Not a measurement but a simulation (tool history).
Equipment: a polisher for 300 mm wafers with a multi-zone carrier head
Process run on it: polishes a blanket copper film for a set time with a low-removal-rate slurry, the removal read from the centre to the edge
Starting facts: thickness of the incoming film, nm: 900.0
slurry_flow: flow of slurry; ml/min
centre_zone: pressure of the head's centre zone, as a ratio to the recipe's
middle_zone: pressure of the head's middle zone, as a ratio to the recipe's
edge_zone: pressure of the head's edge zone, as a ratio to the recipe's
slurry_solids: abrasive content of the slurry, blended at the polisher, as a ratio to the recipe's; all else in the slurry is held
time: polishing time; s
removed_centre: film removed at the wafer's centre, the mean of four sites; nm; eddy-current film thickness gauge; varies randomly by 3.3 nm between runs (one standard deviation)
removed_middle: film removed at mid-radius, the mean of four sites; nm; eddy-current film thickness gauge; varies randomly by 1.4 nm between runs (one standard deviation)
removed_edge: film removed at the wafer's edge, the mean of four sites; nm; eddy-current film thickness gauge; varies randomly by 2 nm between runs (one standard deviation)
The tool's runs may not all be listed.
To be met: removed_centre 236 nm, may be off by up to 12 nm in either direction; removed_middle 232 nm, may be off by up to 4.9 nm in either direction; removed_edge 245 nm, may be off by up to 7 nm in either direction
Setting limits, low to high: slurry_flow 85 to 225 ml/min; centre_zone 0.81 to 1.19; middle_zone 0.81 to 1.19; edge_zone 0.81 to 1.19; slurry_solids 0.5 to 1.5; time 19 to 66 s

run  hour  slurry_flow  centre_zone  middle_zone  edge_zone  slurry_solids  time  removed_centre  removed_middle  removed_edge
  1     0          145            1            1          1              1    42          202.79          206.83        209.67
  2   5.2          160         1.01            1       1.04           1.05    42          216.55          212.53        219.75
  3  10.3          195         1.01            1       1.04           1.05    42          227.57          218.23        223.86
  4  17.9          200         1.01         1.01       1.07           1.05    42          224.56          221.15        229.51
  5  18.7          200         1.01         1.01       1.07           1.05    35          190.94          184.58        187.11
  6  21.7          200         1.01         1.01       1.07           1.05    25          135.73           132.7        135.97
  7  25.3          195            1         1.03       1.17            1.3    37          203.62          203.83        213.53
  8  30.8          200         1.01         1.02       1.19            1.5    40          225.16          224.73        243.81

Which single option among these 5 for the next run brings every result within its allowed miss of target? Just one does.
  A  36.3          195         0.95         1.08       1.17            1.5    40               ?               ?             ?
  B  36.3          185         0.88         1.06       1.19           1.45    40               ?               ?             ?
  C  36.3          215         1.08         0.97       1.14            1.3    41               ?               ?             ?
  D  36.3          185         0.93         1.02       1.19           1.45    41               ?               ?             ?
  E  36.3          205         1.02         1.04       1.19            1.4    41               ?               ?             ?

move  removed_centre  removed_middle  removed_edge
   A          211.54          232.36         239.5
   B          192.96          226.43        238.87
   C          243.88             219        238.63
   D          209.08           226.2        244.94
   E          231.76          230.85        245.93
A: meets the target for the result that was furthest off, but another lies outside its allowed miss
B: the biggest miss grows against the last run
C: the biggest miss grows against the last run
D: the biggest miss grows against the last run
E: every result lands within tolerance
Answer: E
